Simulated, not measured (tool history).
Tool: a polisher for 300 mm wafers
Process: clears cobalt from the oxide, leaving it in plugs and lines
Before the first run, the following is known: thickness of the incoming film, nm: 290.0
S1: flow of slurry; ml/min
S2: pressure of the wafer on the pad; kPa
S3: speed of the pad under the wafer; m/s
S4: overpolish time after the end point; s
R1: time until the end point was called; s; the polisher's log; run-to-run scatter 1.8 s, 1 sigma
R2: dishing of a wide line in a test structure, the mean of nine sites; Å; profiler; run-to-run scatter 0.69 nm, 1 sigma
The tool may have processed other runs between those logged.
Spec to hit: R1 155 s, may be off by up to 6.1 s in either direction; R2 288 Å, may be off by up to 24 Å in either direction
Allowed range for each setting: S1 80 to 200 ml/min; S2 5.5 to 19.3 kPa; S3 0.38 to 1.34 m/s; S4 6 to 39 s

{"run": 1, "hour": 0.0, "S1": 130, "S2": 12.4, "S3": 0.86, "S4": 20, "R1": 77.571, "R2": 360.27}
{"run": 2, "hour": 6.5, "S1": 130, "S2": 12.4, "S3": 0.86, "S4": 12, "R1": 78.619, "R2": 293.28}
{"run": 3, "hour": 15.2, "S1": 130, "S2": 12.4, "S3": 0.86, "S4": 16, "R1": 77.816, "R2": 323.11}
{"run": 4, "hour": 15.8, "S1": 125, "S2": 10.3, "S3": 0.84, "S4": 18, "R1": 90.011, "R2": 335}
{"run": 5, "hour": 20.2, "S1": 155, "S2": 10.3, "S3": 0.84, "S4": 18, "R1": 84.596, "R2": 328.01}
{"run": 6, "hour": 28.5, "S1": 155, "S2": 10.3, "S3": 0.84, "S4": 24, "R1": 84.677, "R2": 379.57}
{"run": 7, "hour": 34.4, "S1": 130, "S2": 6.9, "S3": 0.66, "S4": 22, "R1": 135.77, "R2": 301.2}
{"run": 8, "hour": 43.2, "S1": 125, "S2": 6.9, "S3": 0.66, "S4": 22, "R1": 135.67, "R2": 283.43}
{"run": 9, "hour": 44.2, "S1": 125, "S2": 6.9, "S3": 0.66, "S4": 22, "R1": 136.08, "R2": 292.74}
{"run": 10, "hour": 47.2, "S1": 120, "S2": 6.2, "S3": 0.66, "S4": 22, "R1": 145.38, "R2": 279.24}
{"run": 11, "hour": 50.3, "S1": 115, "S2": 6.2, "S3": 0.66, "S4": 23, "R1": 143.3, "R2": 290.44}

Which of these 4 next moves meets every target?
{"run": "A", "hour": 53.4, "S1": 135, "S2": 6.2, "S3": 0.68, "S4": 21, "R1": "?", "R2": "?"}
{"run": "B", "hour": 53.4, "S1": 115, "S2": 6.9, "S3": 0.78, "S4": 19, "R1": "?", "R2": "?"}
{"run": "C", "hour": 53.4, "S1": 120, "S2": 6.9, "S3": 0.68, "S4": 23, "R1": "?", "R2": "?"}
{"run": "D", "hour": 53.4, "S1": 125, "S2": 5.5, "S3": 0.64, "S4": 24, "R1": "?", "R2": "?"}

move=A R1=137.88 R2=282.8
move=B R1=119.6 R2=289.33
move=C R1=135.11 R2=301.72
move=D R1=156.05 R2=284.94
A: the biggest miss grows against the last run
B: the biggest miss grows against the last run
C: the biggest miss grows against the last run
D: in spec on every target
Answer: D

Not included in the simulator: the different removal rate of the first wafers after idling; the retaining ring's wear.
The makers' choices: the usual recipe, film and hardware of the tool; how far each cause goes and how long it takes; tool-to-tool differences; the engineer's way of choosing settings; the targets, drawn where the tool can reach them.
